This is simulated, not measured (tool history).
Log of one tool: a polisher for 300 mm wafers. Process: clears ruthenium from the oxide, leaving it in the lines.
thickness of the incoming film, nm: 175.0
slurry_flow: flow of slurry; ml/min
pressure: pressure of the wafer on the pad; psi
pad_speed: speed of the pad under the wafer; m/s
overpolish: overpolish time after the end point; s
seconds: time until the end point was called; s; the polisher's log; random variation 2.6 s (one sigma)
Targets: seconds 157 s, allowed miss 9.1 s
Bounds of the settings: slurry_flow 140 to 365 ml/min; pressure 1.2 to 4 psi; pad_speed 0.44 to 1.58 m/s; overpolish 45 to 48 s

run 1 hour=0 | slurry_flow=235 pressure=2.6 pad_speed=1 overpolish=45 | seconds=115.38
run 2 hour=1.1 | slurry_flow=235 pressure=3.2 pad_speed=1 overpolish=45 | seconds=90.549
run 3 hour=2.2 | slurry_flow=235 pressure=3 pad_speed=0.98 overpolish=45 | seconds=101.71
run 4 hour=2.7 | slurry_flow=235 pressure=2.8 pad_speed=0.98 overpolish=45 | seconds=107.44
run 5 hour=8 | slurry_flow=235 pressure=2.6 pad_speed=0.98 overpolish=45 | seconds=117.77
run 6 hour=14.1 | slurry_flow=235 pressure=2.6 pad_speed=0.88 overpolish=45 | seconds=126.77
run 7 hour=18 | slurry_flow=235 pressure=2.5 pad_speed=0.88 overpolish=45 | seconds=134.81
run 8 hour=24.9 | slurry_flow=235 pressure=2.4 pad_speed=0.88 overpolish=45 | seconds=138.75
run 9 hour=29.9 | slurry_flow=235 pressure=2.3 pad_speed=0.88 overpolish=45 | seconds=146.46

Which of these 4 next moves meets every target?
run A hour=34.9 | slurry_flow=230 pressure=2.2 pad_speed=0.86 overpolish=48 | seconds=?
run B hour=34.9 | slurry_flow=235 pressure=2.3 pad_speed=1.02 overpolish=45 | seconds=?
run C hour=34.9 | slurry_flow=230 pressure=2.8 pad_speed=0.9 overpolish=47 | seconds=?
run D hour=34.9 | slurry_flow=310 pressure=2.9 pad_speed=0.76 overpolish=48 | seconds=?

move=A seconds=158.65
move=B seconds=128.57
move=C seconds=120.32
move=D seconds=133.02
A: meets every target
B: further off than the last run
C: further off than the last run
D: further off than the last run
Answer: A
